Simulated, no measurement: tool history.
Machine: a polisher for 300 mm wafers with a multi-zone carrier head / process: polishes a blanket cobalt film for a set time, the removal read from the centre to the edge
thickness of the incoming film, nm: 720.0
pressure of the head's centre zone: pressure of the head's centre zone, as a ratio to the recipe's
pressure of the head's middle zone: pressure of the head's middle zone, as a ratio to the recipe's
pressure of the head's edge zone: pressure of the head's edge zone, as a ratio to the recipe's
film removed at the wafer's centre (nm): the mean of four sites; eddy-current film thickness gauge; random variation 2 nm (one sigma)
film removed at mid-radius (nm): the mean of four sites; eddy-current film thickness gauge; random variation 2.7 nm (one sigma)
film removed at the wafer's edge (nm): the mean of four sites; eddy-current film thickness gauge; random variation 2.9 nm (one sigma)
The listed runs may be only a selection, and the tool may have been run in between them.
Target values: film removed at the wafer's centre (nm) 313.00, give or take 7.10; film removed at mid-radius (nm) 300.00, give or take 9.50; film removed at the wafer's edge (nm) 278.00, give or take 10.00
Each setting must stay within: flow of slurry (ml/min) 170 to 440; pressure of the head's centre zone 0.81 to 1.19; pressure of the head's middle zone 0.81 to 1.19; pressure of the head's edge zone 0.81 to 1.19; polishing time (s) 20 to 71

run	hour	flow of slurry (ml/min)	pressure of the head's centre zone	pressure of the head's middle zone	pressure of the head's edge zone	polishing time (s)	film removed at the wafer's centre (nm)	film removed at mid-radius (nm)	film removed at the wafer's edge (nm)
1	0.0	280	1.00	1.00	1.00	45	251.25	240.20	237.60
2	2.3	280	1.00	0.94	1.00	45	252.30	230.01	244.03
3	7.0	290	1.01	0.97	1.02	46	261.09	244.47	249.13
4	13.2	290	1.01	0.89	1.02	46	260.99	227.54	249.35
5	19.1	290	1.01	0.89	1.09	46	264.98	227.34	256.15
6	25.7	265	1.01	0.89	1.09	46	258.62	225.08	259.26
7	29.6	270	1.02	0.93	1.09	47	266.37	239.83	265.90
8	35.5	285	1.03	0.96	1.09	47	273.28	245.59	264.99

Pick the move, out of 5, that brings all results within their allowed miss; only one does.
A	41.4	360	1.09	1.10	1.04	50	?	?	?
B	41.4	360	1.01	1.07	1.00	52	?	?	?
C	41.4	185	0.94	0.88	1.19	50	?	?	?
D	41.4	325	0.82	1.15	1.11	50	?	?	?
E	41.4	215	0.96	0.87	1.19	47	?	?	?

move	film removed at the wafer's centre (nm)	film removed at mid-radius (nm)	film removed at the wafer's edge (nm)
A	313.47	297.79	282.22
B	301.85	302.61	288.07
C	252.76	233.02	290.19
D	233.41	307.48	289.71
E	246.77	220.23	275.86
A: all results land within tolerance of their targets
B: the worst result of the last run now meets its target, but another is out of spec
C: misses by more than the last run did
D: the worst result of the last run now meets its target, but another is out of spec
E: misses by more than the last run did
Answer: A
